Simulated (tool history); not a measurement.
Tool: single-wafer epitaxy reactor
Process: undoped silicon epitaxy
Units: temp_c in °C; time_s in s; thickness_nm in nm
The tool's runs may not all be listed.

| run | day | temp_c | time_s | thickness_nm |
|---|---|---|---|---|
| 1 | 0.000 | 645 | 157 | 28.944 |
| 2 | 0.142 | 648 | 157 | 30.861 |
| 3 | 0.325 | 648 | 166 | 32.344 |
| 4 | 0.479 | 640 | 166 | 27.993 |
| 5 | 0.558 | 644 | 166 | 30.077 |
| 6 | 0.617 | 647 | 166 | 32.044 |
| 7 | 0.896 | 649 | 166 | 33.079 |
| 8 | 0.988 | 650 | 166 | 33.710 |
| 9 | 1.096 | 651 | 166 | 34.251 |

Forecast run 10:
|  | 1.396 | pyrometer calibrated |
| 10 | 1.396 | 652 | 166 | ? |

thickness_nm: 33.228 nm
